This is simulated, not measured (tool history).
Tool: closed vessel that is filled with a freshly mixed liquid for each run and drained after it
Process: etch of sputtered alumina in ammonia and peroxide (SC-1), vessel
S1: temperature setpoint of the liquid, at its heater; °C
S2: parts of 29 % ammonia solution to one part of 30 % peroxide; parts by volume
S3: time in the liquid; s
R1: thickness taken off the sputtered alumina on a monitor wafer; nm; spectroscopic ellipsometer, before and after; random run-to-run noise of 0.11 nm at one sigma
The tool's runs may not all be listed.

| run | day | S1 | S2 | S3 | R1 |
|---|---|---|---|---|---|
| 1 | 0 | 56 | 0.75 | 810 | 48.966 |
| 2 | 0.062 | 54.5 | 0.75 | 810 | 45.036 |
| 3 | 0.25 | 53 | 0.75 | 810 | 41.355 |
| 4 | 0.629 | 52 | 0.75 | 810 | 39.32 |
| 5 | 0.817 | 51 | 0.75 | 810 | 37.447 |
| 6 | 0.967 | 51 | 0.75 | 810 | 37.145 |
| 7 | 1.15 | 50.5 | 0.75 | 810 | 36.424 |
| 8 | 1.496 | 50 | 0.75 | 810 | 34.99 |
| 9 | 1.6 | 49.5 | 0.75 | 810 | 34.505 |
| 10 | 1.933 | 45.5 | 0.75 | 810 | 27.514 |

Predict the results of run 11:
| 11 | 2.204 | 46 | 0.75 | 810 | ? |

Run 11 yielded R1 28.129 nm.

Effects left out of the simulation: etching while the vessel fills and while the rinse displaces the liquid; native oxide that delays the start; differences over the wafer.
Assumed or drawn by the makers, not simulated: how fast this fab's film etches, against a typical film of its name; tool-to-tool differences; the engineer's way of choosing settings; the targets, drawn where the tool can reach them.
